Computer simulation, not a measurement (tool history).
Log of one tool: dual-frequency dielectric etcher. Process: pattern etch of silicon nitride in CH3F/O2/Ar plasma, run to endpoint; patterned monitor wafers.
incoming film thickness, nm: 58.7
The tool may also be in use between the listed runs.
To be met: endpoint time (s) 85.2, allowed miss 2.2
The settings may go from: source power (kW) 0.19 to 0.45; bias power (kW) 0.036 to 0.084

{"run": 1, "hour": 0.0, "source power (kW)": 0.32, "bias power (kW)": 0.06, "endpoint time (s)": 93.234}
{"run": 2, "hour": 7.6, "source power (kW)": 0.32, "bias power (kW)": 0.05, "endpoint time (s)": 97.165}
{"run": 3, "hour": 9.9, "source power (kW)": 0.27, "bias power (kW)": 0.05, "endpoint time (s)": 100.93}
{"run": 4, "hour": 12.9, "source power (kW)": 0.31, "bias power (kW)": 0.055, "endpoint time (s)": 96.715}
{"run": 5, "hour": 21.7, "source power (kW)": 0.31, "bias power (kW)": 0.045, "endpoint time (s)": 101.48}
{"run": 6, "hour": 26.4, "source power (kW)": 0.34, "bias power (kW)": 0.051, "endpoint time (s)": 97.049}
{"run": 7, "hour": 33.5, "source power (kW)": 0.34, "bias power (kW)": 0.051, "endpoint time (s)": 95.361}
{"run": 8, "hour": 36.6, "source power (kW)": 0.36, "bias power (kW)": 0.054, "endpoint time (s)": 93.634}
{"run": 9, "hour": 42.2, "source power (kW)": 0.38, "bias power (kW)": 0.058, "endpoint time (s)": 91.382}

Which of these 4 next moves meets every target?
{"run": "A", "hour": 47.8, "source power (kW)": 0.39, "bias power (kW)": 0.056, "endpoint time (s)": "?"}
{"run": "B", "hour": 47.8, "source power (kW)": 0.42, "bias power (kW)": 0.071, "endpoint time (s)": "?"}
{"run": "C", "hour": 47.8, "source power (kW)": 0.36, "bias power (kW)": 0.038, "endpoint time (s)": "?"}
{"run": "D", "hour": 47.8, "source power (kW)": 0.34, "bias power (kW)": 0.046, "endpoint time (s)": "?"}

move=A endpoint_time_(s)=90.807
move=B endpoint_time_(s)=84.628
move=C endpoint_time_(s)=99.581
move=D endpoint_time_(s)=97.495
A: nearer than the last run, and not there yet
B: meets every target
C: further off than the last run
D: further off than the last run
The right move is B.
